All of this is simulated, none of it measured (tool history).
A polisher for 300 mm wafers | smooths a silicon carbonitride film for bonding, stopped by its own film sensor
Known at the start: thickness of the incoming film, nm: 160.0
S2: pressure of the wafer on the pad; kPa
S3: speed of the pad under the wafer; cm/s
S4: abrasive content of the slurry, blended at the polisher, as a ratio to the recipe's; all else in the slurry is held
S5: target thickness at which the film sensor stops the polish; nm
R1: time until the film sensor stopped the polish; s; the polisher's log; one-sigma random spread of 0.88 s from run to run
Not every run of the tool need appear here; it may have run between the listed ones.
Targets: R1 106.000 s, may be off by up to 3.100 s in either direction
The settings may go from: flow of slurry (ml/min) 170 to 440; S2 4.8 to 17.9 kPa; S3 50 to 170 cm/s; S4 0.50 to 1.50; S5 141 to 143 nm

run 1 day=0.000 | flow_of_slurry_(ml/min)=280 S2=11.0 S3=110 S4=1.00 S5=141 | R1=67.081
run 2 day=0.046 | flow_of_slurry_(ml/min)=245 S2=11.0 S3=110 S4=1.00 S5=141 | R1=67.830
run 3 day=0.112 | flow_of_slurry_(ml/min)=245 S2=11.0 S3=110 S4=1.00 S5=143 | R1=60.660
run 4 day=0.375 | flow_of_slurry_(ml/min)=245 S2=9.7 S3=110 S4=1.00 S5=143 | R1=66.363
run 5 day=0.450 | flow_of_slurry_(ml/min)=245 S2=9.7 S3=110 S4=1.20 S5=143 | R1=62.647
run 6 day=0.788 | flow_of_slurry_(ml/min)=300 S2=9.7 S3=110 S4=1.20 S5=143 | R1=61.790
-- day=0.817 head pressure recalibrated
run 7 day=0.817 | flow_of_slurry_(ml/min)=300 S2=9.0 S3=106 S4=1.20 S5=143 | R1=71.326
run 8 day=0.992 | flow_of_slurry_(ml/min)=300 S2=8.3 S3=106 S4=1.20 S5=143 | R1=73.977
run 9 day=1.175 | flow_of_slurry_(ml/min)=300 S2=7.6 S3=104 S4=1.20 S5=143 | R1=78.956
run 10 day=1.525 | flow_of_slurry_(ml/min)=300 S2=6.9 S3=102 S4=1.20 S5=143 | R1=85.178
run 11 day=1.729 | flow_of_slurry_(ml/min)=300 S2=6.2 S3=100 S4=1.20 S5=143 | R1=92.424
run 12 day=1.950 | flow_of_slurry_(ml/min)=300 S2=5.5 S3=98 S4=1.20 S5=143 | R1=99.396

Which one of the following 4 next-run settings gets every result inside its allowed miss? There is exactly one.
run A day=2.171 | flow_of_slurry_(ml/min)=385 S2=6.9 S3=78 S4=1.45 S5=143 | R1=?
run B day=2.171 | flow_of_slurry_(ml/min)=345 S2=6.2 S3=96 S4=1.10 S5=143 | R1=?
run C day=2.171 | flow_of_slurry_(ml/min)=350 S2=6.2 S3=100 S4=1.25 S5=143 | R1=?
run D day=2.171 | flow_of_slurry_(ml/min)=325 S2=4.8 S3=106 S4=1.20 S5=142 | R1=?

move=A R1=93.926
move=B R1=95.482
move=C R1=88.856
move=D R1=105.310
A: moves away from the targets compared with the last run
B: moves away from the targets compared with the last run
C: moves away from the targets compared with the last run
D: every result within its allowed miss
So the answer is move D, the one that meets all the targets.
